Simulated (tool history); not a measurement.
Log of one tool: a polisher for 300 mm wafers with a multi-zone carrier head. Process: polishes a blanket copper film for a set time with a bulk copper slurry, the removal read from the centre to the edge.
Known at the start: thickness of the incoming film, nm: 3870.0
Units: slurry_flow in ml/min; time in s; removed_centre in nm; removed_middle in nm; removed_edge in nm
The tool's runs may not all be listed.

run 1 hour=0 | slurry_flow=260 centre_zone=1 middle_zone=1 edge_zone=1 slurry_solids=1 time=72 | removed_centre=595.45 removed_middle=613.1 removed_edge=613.26
run 2 hour=8.7 | slurry_flow=265 centre_zone=1.01 middle_zone=1.01 edge_zone=1.02 slurry_solids=1 time=72 | removed_centre=609 removed_middle=606.72 removed_edge=615.53
run 3 hour=12.5 | slurry_flow=265 centre_zone=0.93 middle_zone=1.01 edge_zone=1.02 slurry_solids=1 time=72 | removed_centre=567.84 removed_middle=611.48 removed_edge=609.49
run 4 hour=17.3 | slurry_flow=265 centre_zone=1 middle_zone=1.01 edge_zone=1.02 slurry_solids=1 time=72 | removed_centre=581.39 removed_middle=613.35 removed_edge=609.82
run 5 hour=23.1 | slurry_flow=265 centre_zone=1.01 middle_zone=1.01 edge_zone=1.02 slurry_solids=1.05 time=72 | removed_centre=596.36 removed_middle=620.47 removed_edge=611.18
run 6 hour=26.3 | slurry_flow=265 centre_zone=1.01 middle_zone=1.01 edge_zone=1.09 slurry_solids=1.05 time=72 | removed_centre=621.85 removed_middle=618.88 removed_edge=636.99

Forecast run 7:
run 7 hour=30.6 | slurry_flow=265 centre_zone=1.01 middle_zone=1.01 edge_zone=1.1 slurry_solids=1.05 time=72 | removed_centre=? removed_middle=? removed_edge=?

Run 7 gave removed_centre 606.21 nm, removed_middle 610.87 nm, removed_edge 630.62 nm.
